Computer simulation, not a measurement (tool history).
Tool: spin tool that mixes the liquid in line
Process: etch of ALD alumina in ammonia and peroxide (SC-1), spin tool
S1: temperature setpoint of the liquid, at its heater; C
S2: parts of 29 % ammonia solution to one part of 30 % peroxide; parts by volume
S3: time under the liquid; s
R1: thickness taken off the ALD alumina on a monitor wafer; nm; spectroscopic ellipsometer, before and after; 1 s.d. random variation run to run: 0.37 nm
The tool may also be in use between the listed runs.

run	hour	S1	S2	S3	R1
1	0	61	0.95	150	27.169
2	6.3	61	0.7	150	26.501
3	14.8	61	0.4	150	24.839
4	16	65.5	0.4	150	30.882
5	16.7	60	0.4	150	24.254
6	22.7	62.5	0.5	155	28.63

Predict the results of run 7:
7	28.8	62.5	0.5	155	?

Run 7 produced R1 28.617 nm.

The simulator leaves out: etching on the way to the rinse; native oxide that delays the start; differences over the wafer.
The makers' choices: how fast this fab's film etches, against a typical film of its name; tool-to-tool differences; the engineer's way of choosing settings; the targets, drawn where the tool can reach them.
